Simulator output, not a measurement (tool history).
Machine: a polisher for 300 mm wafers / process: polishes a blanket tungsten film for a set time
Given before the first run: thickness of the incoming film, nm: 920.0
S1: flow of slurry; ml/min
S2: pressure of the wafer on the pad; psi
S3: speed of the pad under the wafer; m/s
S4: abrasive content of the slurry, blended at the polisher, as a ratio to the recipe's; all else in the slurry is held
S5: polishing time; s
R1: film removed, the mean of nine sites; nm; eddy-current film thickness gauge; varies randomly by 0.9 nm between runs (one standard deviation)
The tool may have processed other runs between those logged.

run	hour	S1	S2	S3	S4	S5	R1
1	0	300	2.8	1.28	1	33	158.64
2	2.1	300	2.5	1.28	1	33	144.39
3	8.7	300	2.5	1.28	1.2	33	152.95
4	13.4	300	2.2	1.24	1.2	33	129.16
5	16.9	300	2.8	1.24	1.2	33	160.12
6	23.1	300	2.5	1.22	1.2	33	144.11

Forecast run 7:
7	27.2	300	2.2	1.22	1.2	33	?

Run 7 measured R1 129.47 nm.
